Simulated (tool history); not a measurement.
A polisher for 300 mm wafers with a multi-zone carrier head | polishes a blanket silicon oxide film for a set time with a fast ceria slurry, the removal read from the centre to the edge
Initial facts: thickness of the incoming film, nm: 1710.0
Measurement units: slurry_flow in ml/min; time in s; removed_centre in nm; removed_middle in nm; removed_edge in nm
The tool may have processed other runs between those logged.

run  hour  slurry_flow  centre_zone  middle_zone  edge_zone  time  removed_centre  removed_middle  removed_edge
  1   0.0          265         1.00         1.00       1.00    28          515.94          518.08        519.31
  2   0.9          265         1.07         1.00       1.00    28          554.89          520.16        521.87
  3   7.7          265         1.07         1.00       1.00    23          451.83          419.11        417.67
  4   8.5          260         1.06         1.00       1.00    23          443.51          420.65        424.73
  5  16.5          255         1.05         1.00       0.99    23          446.23          418.56        421.89
  6  20.0          255         1.04         1.00       0.99    23          444.15          409.80        426.10

Run 7 is up next; what results do you expect?
  7  26.6          260         1.03         1.01       0.99    23               ?               ?             ?

removed_centre: 439.45 nm
removed_middle: 438.37 nm
removed_edge: 417.82 nm
